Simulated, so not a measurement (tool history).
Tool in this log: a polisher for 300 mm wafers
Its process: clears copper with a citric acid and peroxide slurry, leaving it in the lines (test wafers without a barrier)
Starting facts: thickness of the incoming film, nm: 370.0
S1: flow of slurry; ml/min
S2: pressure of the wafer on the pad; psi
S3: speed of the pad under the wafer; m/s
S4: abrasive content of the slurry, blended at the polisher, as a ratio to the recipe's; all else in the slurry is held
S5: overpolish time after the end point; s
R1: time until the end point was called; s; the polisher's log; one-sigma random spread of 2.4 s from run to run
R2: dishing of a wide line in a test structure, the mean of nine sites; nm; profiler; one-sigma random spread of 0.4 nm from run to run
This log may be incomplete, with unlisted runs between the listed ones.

{"run": 1, "day": 0.0, "S1": 150, "S2": 3.7, "S3": 1.04, "S4": 1.0, "S5": 9, "R1": 121.22, "R2": 19.922}
{"run": 2, "day": 0.35, "S1": 150, "S2": 3.7, "S3": 0.92, "S4": 1.0, "S5": 9, "R1": 137.36, "R2": 18.064}
{"run": 3, "day": 0.383, "S1": 130, "S2": 3.7, "S3": 0.92, "S4": 1.0, "S5": 9, "R1": 139.82, "R2": 16.804}
{"run": 4, "day": 0.729, "S1": 125, "S2": 3.3, "S3": 0.92, "S4": 1.0, "S5": 10, "R1": 161.48, "R2": 17.594}
{"run": 5, "day": 0.775, "S1": 125, "S2": 3.3, "S3": 0.92, "S4": 1.2, "S5": 10, "R1": 152.66, "R2": 18.706}
{"run": 6, "day": 1.075, "S1": 125, "S2": 2.5, "S3": 0.92, "S4": 1.2, "S5": 10, "R1": 200.87, "R2": 13.987}
{"run": 7, "day": 1.383, "S1": 125, "S2": 2.4, "S3": 0.92, "S4": 1.2, "S5": 11, "R1": 209.96, "R2": 14.844}

Expected results for the next run?
{"run": 8, "day": 1.408, "S1": 125, "S2": 2.4, "S3": 0.92, "S4": 1.2, "S5": 12, "R1": "?", "R2": "?"}

R1: 206.01 s
R2: 16.693 nm
